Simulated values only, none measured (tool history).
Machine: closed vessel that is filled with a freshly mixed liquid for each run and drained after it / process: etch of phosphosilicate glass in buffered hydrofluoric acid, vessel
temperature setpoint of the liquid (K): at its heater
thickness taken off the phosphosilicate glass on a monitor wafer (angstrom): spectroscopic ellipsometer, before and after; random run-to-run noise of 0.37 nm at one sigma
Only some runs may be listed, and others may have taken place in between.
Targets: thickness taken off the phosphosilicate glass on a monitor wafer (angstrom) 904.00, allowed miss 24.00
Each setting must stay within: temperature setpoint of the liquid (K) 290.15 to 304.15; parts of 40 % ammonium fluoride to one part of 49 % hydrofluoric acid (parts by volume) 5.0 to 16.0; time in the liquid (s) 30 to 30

| run | hour | temperature setpoint of the liquid (K) | parts of 40 % ammonium fluoride to one part of 49 % hydrofluoric acid (parts by volume) | time in the liquid (s) | thickness taken off the phosphosilicate glass on a monitor wafer (angstrom) |
|---|---|---|---|---|---|
| 1 | 0.0 | 296.15 | 9.5 | 30 | 1365.70 |
| 2 | 4.6 | 296.15 | 9.5 | 30 | 1357.40 |
| 3 | 6.8 | 299.15 | 9.5 | 30 | 1623.20 |
| 4 | 15.1 | 296.65 | 9.5 | 30 | 1417.60 |
| 5 | 22.0 | 295.65 | 9.5 | 30 | 1333.30 |
| 6 | 26.3 | 295.15 | 9.5 | 30 | 1295.60 |
| 7 | 34.8 | 294.65 | 9.5 | 30 | 1262.20 |
| 8 | 43.1 | 294.15 | 9.5 | 30 | 1225.60 |
| 9 | 50.4 | 293.65 | 9.5 | 30 | 1193.20 |
| 10 | 52.9 | 293.15 | 9.5 | 30 | 1161.50 |

Consider the 4 candidate settings below. Which is the only one whose results all fall within their allowed miss of target?
| A | 55.4 | 291.15 | 10.5 | 30 | ? |
| B | 55.4 | 291.65 | 9.5 | 30 | ? |
| C | 55.4 | 290.65 | 10.0 | 30 | ? |
| D | 55.4 | 290.15 | 10.5 | 30 | ? |

| move | thickness taken off the phosphosilicate glass on a monitor wafer (angstrom) |
|---|---|
| A | 949.33 |
| B | 1058.30 |
| C | 967.24 |
| D | 896.01 |
A: better than the last run, though not everything is in spec
B: better than the last run, though not everything is in spec
C: better than the last run, though not everything is in spec
D: meets every target
D meets every target.
